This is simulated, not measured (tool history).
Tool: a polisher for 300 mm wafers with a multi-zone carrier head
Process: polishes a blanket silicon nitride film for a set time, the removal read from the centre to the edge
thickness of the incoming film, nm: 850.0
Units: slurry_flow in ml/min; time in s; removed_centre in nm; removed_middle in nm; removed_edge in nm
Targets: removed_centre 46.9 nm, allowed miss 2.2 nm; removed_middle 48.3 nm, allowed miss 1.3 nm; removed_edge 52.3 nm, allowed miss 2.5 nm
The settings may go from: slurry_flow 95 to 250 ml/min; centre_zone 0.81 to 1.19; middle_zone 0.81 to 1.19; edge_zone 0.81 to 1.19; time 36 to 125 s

Run 1, hour 0: slurry_flow 160 ml/min, centre_zone 1, middle_zone 1, edge_zone 1, time 80 s. Result: removed_centre 101.64 nm, removed_middle 103.57 nm, removed_edge 100.96 nm.
Run 2, hour 6.8: slurry_flow 195 ml/min, centre_zone 1, middle_zone 1, edge_zone 1, time 80 s. Result: removed_centre 105.57 nm, removed_middle 107.58 nm, removed_edge 104.68 nm.
Run 3, hour 14.4: slurry_flow 180 ml/min, centre_zone 0.98, middle_zone 0.97, edge_zone 0.98, time 73 s. Result: removed_centre 95.987 nm, removed_middle 94.434 nm, removed_edge 90.037 nm.
Run 4, hour 20.6: slurry_flow 180 ml/min, centre_zone 0.98, middle_zone 0.97, edge_zone 0.98, time 82 s. Result: removed_centre 104.71 nm, removed_middle 106.82 nm, removed_edge 101.77 nm.
Run 5, hour 23.1: slurry_flow 180 ml/min, centre_zone 0.98, middle_zone 1.01, edge_zone 0.98, time 82 s. Result: removed_centre 104.07 nm, removed_middle 110.27 nm, removed_edge 100.91 nm.
Run 6, hour 26.2: slurry_flow 180 ml/min, centre_zone 0.98, middle_zone 1.01, edge_zone 0.98, time 91 s. Result: removed_centre 113.91 nm, removed_middle 122.04 nm, removed_edge 109.72 nm.
Run 7, hour 31.4: slurry_flow 165 ml/min, centre_zone 0.95, middle_zone 0.98, edge_zone 0.98, time 82 s. Result: removed_centre 100.81 nm, removed_middle 105.96 nm, removed_edge 102.06 nm.
Run 8, hour 38.2: slurry_flow 155 ml/min, centre_zone 0.93, middle_zone 0.95, edge_zone 0.96, time 75 s. Result: removed_centre 87.623 nm, removed_middle 93.694 nm, removed_edge 91.45 nm.
Run 9, hour 39.8: slurry_flow 145 ml/min, centre_zone 0.92, middle_zone 0.93, edge_zone 0.94, time 69 s. Result: removed_centre 80.325 nm, removed_middle 84.115 nm, removed_edge 82.34 nm.
Run 10, hour 45.5: slurry_flow 140 ml/min, centre_zone 0.91, middle_zone 0.91, edge_zone 0.93, time 64 s. Result: removed_centre 71.465 nm, removed_middle 76.593 nm, removed_edge 74.568 nm.
Run 11, hour 51.5: slurry_flow 135 ml/min, centre_zone 0.91, middle_zone 0.89, edge_zone 0.93, time 60 s. Result: removed_centre 67.018 nm, removed_middle 69.099 nm, removed_edge 69.42 nm.
Run 12, hour 55.1: slurry_flow 130 ml/min, centre_zone 0.9, middle_zone 0.88, edge_zone 0.93, time 57 s. Result: removed_centre 61.761 nm, removed_middle 66.012 nm, removed_edge 66.852 nm.
Run 13, hour 60.7: slurry_flow 125 ml/min, centre_zone 0.9, middle_zone 0.87, edge_zone 0.93, time 55 s. Result: removed_centre 59.426 nm, removed_middle 61.903 nm, removed_edge 62.781 nm.
Run 14, hour 65.3: slurry_flow 125 ml/min, centre_zone 0.9, middle_zone 0.87, edge_zone 0.93, time 55 s. Result: removed_centre 57.716 nm, removed_middle 62.332 nm, removed_edge 65.393 nm.
Run 15, hour 73.9: slurry_flow 125 ml/min, centre_zone 0.9, middle_zone 0.86, edge_zone 0.92, time 53 s. Result: removed_centre 58.24 nm, removed_middle 59.731 nm, removed_edge 60.497 nm.
Run 16, hour 75.6: slurry_flow 120 ml/min, centre_zone 0.9, middle_zone 0.85, edge_zone 0.92, time 52 s. Result: removed_centre 54.666 nm, removed_middle 57.14 nm, removed_edge 59.19 nm.
Run 17, hour 84.5: slurry_flow 100 ml/min, centre_zone 0.91, middle_zone 0.81, edge_zone 0.9, time 43 s. Result: removed_centre 43.625 nm, removed_middle 43.331 nm, removed_edge 45.815 nm.

4 next moves are on the table. One of them brings every result within its allowed miss. Which?
Run A, hour 93.4: slurry_flow 120 ml/min, centre_zone 1.03, middle_zone 1.13, edge_zone 0.81, time 38 s. Result: removed_centre ?, removed_middle ?, removed_edge ?.
Run B, hour 93.4: slurry_flow 100 ml/min, centre_zone 1, middle_zone 0.81, edge_zone 0.86, time 47 s. Result: removed_centre ?, removed_middle ?, removed_edge ?.
Run C, hour 93.4: slurry_flow 125 ml/min, centre_zone 1.12, middle_zone 0.82, edge_zone 0.81, time 36 s. Result: removed_centre ?, removed_middle ?, removed_edge ?.
Run D, hour 93.4: slurry_flow 95 ml/min, centre_zone 0.93, middle_zone 0.86, edge_zone 0.96, time 47 s. Result: removed_centre ?, removed_middle ?, removed_edge ?.

move  removed_centre  removed_middle  removed_edge
   A          47.484           50.11         41.11
   B          53.317          47.366        50.386
   C          49.483           39.08        39.371
   D          48.522          48.234        52.307
A: takes the result that was furthest off past its target
B: brings the result that was furthest off to its target, and leaves another outside
C: further off than the last run
D: meets every target
Move D is the one to make.

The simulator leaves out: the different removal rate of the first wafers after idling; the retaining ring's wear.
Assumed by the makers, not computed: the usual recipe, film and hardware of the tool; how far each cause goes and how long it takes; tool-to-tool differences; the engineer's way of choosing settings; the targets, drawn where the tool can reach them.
